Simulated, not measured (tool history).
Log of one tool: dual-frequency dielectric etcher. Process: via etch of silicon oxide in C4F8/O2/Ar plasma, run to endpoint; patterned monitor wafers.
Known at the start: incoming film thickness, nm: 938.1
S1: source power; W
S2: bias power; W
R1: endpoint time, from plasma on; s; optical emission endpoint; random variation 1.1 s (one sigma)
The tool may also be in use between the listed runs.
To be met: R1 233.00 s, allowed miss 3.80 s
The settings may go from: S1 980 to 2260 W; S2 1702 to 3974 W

| run | hour | S1 | S2 | R1 |
|---|---|---|---|---|
| 1 | 0.0 | 1620 | 2838 | 175.14 |
| 2 | 4.6 | 1620 | 2655 | 178.90 |
| 3 | 13.3 | 1450 | 2396 | 196.08 |
| 4 | 18.1 | 1580 | 2396 | 189.30 |
| 5 | 24.1 | 1290 | 2396 | 209.47 |
| 6 | 27.2 | 1290 | 2176 | 216.08 |
| 7 | 33.1 | 1230 | 2168 | 223.74 |
| 8 | 36.0 | 1200 | 2165 | 227.41 |

4 next moves are on the table. One of them brings every result within its allowed miss. Which?
| A | 38.9 | 1010 | 2295 | ? |
| B | 38.9 | 1070 | 2351 | ? |
| C | 38.9 | 1040 | 2197 | ? |
| D | 38.9 | 1230 | 2075 | ? |

| move | R1 |
|---|---|
| A | 246.43 |
| B | 235.84 |
| C | 245.64 |
| D | 226.69 |
A: takes the result that was furthest off past its target
B: meets every target
C: takes the result that was furthest off past its target
D: further off than the last run
The right move is B.
